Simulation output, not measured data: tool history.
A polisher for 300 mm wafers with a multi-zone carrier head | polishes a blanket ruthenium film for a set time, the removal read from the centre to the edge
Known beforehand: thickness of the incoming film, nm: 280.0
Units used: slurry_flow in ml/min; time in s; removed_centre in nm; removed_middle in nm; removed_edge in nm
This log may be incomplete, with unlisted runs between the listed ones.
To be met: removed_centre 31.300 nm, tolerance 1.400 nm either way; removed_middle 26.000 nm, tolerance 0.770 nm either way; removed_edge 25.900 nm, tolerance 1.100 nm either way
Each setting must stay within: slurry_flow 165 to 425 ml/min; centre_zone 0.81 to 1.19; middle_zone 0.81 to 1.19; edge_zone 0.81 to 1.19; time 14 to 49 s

Run 1, hour 0.0: slurry_flow 275 ml/min, centre_zone 1.00, middle_zone 1.00, edge_zone 1.00, time 31 s. Result: removed_centre 36.055 nm, removed_middle 34.925 nm, removed_edge 35.193 nm.
Run 2, hour 6.6: slurry_flow 275 ml/min, centre_zone 1.03, middle_zone 0.98, edge_zone 0.95, time 29 s. Result: removed_centre 34.872 nm, removed_middle 32.486 nm, removed_edge 32.732 nm.
Run 3, hour 7.5: slurry_flow 340 ml/min, centre_zone 1.03, middle_zone 0.98, edge_zone 0.95, time 29 s. Result: removed_centre 36.506 nm, removed_middle 33.286 nm, removed_edge 32.381 nm.
Run 4, hour 14.1: slurry_flow 305 ml/min, centre_zone 1.03, middle_zone 0.98, edge_zone 0.95, time 29 s. Result: removed_centre 35.195 nm, removed_middle 33.171 nm, removed_edge 32.425 nm.
Run 5, hour 16.3: slurry_flow 325 ml/min, centre_zone 1.05, middle_zone 0.95, edge_zone 0.93, time 27 s. Result: removed_centre 33.441 nm, removed_middle 30.225 nm, removed_edge 30.327 nm.
Run 6, hour 22.6: slurry_flow 345 ml/min, centre_zone 1.07, middle_zone 0.93, edge_zone 0.91, time 26 s. Result: removed_centre 33.460 nm, removed_middle 28.689 nm, removed_edge 29.311 nm.
Run 7, hour 27.8: slurry_flow 355 ml/min, centre_zone 1.08, middle_zone 0.93, edge_zone 0.89, time 25 s. Result: removed_centre 32.297 nm, removed_middle 27.528 nm, removed_edge 27.898 nm.
Run 8, hour 36.7: slurry_flow 355 ml/min, centre_zone 1.08, middle_zone 0.93, edge_zone 0.89, time 25 s. Result: removed_centre 32.640 nm, removed_middle 27.793 nm, removed_edge 27.340 nm.
Run 9, hour 44.2: slurry_flow 355 ml/min, centre_zone 1.08, middle_zone 0.93, edge_zone 0.89, time 25 s. Result: removed_centre 32.584 nm, removed_middle 27.592 nm, removed_edge 27.291 nm.

Which one of the following 4 next-run settings gets every result inside its allowed miss? There is exactly one.
Run A, hour 51.7: slurry_flow 410 ml/min, centre_zone 1.11, middle_zone 1.05, edge_zone 0.81, time 24 s. Result: removed_centre ?, removed_middle ?, removed_edge ?.
Run B, hour 51.7: slurry_flow 340 ml/min, centre_zone 1.11, middle_zone 0.98, edge_zone 0.82, time 25 s. Result: removed_centre ?, removed_middle ?, removed_edge ?.
Run C, hour 51.7: slurry_flow 405 ml/min, centre_zone 1.11, middle_zone 0.93, edge_zone 0.90, time 23 s. Result: removed_centre ?, removed_middle ?, removed_edge ?.
Run D, hour 51.7: slurry_flow 380 ml/min, centre_zone 1.05, middle_zone 0.96, edge_zone 0.91, time 25 s. Result: removed_centre ?, removed_middle ?, removed_edge ?.

move  removed_centre  removed_middle  removed_edge
   A          33.124          29.787        25.543
   B          33.918          28.830        26.466
   C          31.686          25.745        25.684
   D          32.400          28.606        27.943
A: moves away from the targets compared with the last run
B: moves away from the targets compared with the last run
C: each result inside its tolerance
D: moves away from the targets compared with the last run
The move that meets every target is C.
